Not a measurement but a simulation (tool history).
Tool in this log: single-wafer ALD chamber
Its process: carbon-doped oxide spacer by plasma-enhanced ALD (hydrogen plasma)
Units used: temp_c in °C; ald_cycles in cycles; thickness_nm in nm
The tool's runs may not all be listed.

run  hour  temp_c  ald_cycles  thickness_nm
  1     0     400         518        26.714
  2   8.7     403         482         24.41
  3  14.3     411         482        23.808
  4    18     414         471         23.03
  5  21.6     414         400        19.571
  6  24.3     414         454        22.114
  7  32.4     416         453        22.002

Run 8, settings as shown, results not yet in. Your forecast:
  8  34.8     418         451             ?

thickness_nm: 21.842 nm
